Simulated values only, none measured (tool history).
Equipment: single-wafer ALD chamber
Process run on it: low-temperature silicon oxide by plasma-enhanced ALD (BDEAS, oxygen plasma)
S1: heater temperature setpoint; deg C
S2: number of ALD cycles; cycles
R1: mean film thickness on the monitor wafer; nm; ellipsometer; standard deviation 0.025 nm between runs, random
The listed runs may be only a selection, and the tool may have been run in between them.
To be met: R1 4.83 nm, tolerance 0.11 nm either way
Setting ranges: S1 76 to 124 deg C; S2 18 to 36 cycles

run,day,S1,S2,R1
1,0,100,27,4.1494
2,0.342,99,28,4.3112
3,0.492,93,28,4.402
4,0.721,92,28,4.3911
5,1.012,99,28,4.2833
6,1.233,97,28,4.3354
7,1.462,96,28,4.3571
8,1.767,95,28,4.3417
9,2.1,94,28,4.4083
10,2.267,94,28,4.3869
11,2.346,93,28,4.4089
12,2.625,92,28,4.4191
13,2.9,86,31,5.0156
14,3.025,87,31,4.9884
15,3.338,88,31,4.9681
16,3.604,89,31,4.9683

Of the 5 settings listed for the next run, only one would bring every result within its allowed miss of target. Which one?
A,3.871,89,32,?
B,3.871,80,31,?
C,3.871,89,29,?
D,3.871,100,30,?
E,3.871,95,31,?

move,R1
A,5.1386
B,5.1563
C,4.6569
D,4.632
E,4.8592
A: misses by more than the last run did
B: misses by more than the last run did
C: takes the result that was furthest off past its target
D: takes the result that was furthest off past its target
E: in spec on every target
So the answer is move E, the one that meets all the targets.

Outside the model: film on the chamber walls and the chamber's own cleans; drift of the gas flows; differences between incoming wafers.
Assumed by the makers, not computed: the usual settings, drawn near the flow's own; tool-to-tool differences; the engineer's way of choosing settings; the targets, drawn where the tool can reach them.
